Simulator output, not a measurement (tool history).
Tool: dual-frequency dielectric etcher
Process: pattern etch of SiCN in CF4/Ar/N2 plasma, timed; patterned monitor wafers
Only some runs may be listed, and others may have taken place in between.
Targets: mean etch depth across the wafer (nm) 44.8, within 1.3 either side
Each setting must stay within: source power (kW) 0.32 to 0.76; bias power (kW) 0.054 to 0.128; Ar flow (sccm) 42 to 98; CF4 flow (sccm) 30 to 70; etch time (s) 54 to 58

run	hour	source power (kW)	bias power (kW)	Ar flow (sccm)	CF4 flow (sccm)	etch time (s)	mean etch depth across the wafer (nm)
1	0	0.54	0.091	70	50	58	63.289
2	3.3	0.54	0.082	70	50	58	61.117
3	10.4	0.48	0.08	70	50	58	53.355
4	13.8	0.48	0.073	70	50	58	51.907
5	17.1	0.48	0.073	79	50	58	50.88
6	18.3	0.48	0.073	79	50	58	50.503
7	21.5	0.46	0.073	79	50	58	48.202
8	24.9	0.45	0.073	79	50	58	47.165

Which single option among these 5 for the next run brings every result within its allowed miss of target? Just one does.
A	28.3	0.52	0.054	82	59	54	?
B	28.3	0.45	0.081	93	56	56.5	?
C	28.3	0.48	0.062	76	46	54	?
D	28.3	0.5	0.078	61	32	54	?
E	28.3	0.48	0.088	80	44	54	?

move	mean etch depth across the wafer (nm)
A	47.486
B	47.494
C	44.301
D	49.073
E	49.511
A: lands further from the targets than the last run did
B: lands further from the targets than the last run did
C: each result inside its tolerance
D: lands further from the targets than the last run did
E: lands further from the targets than the last run did
The right move is C.
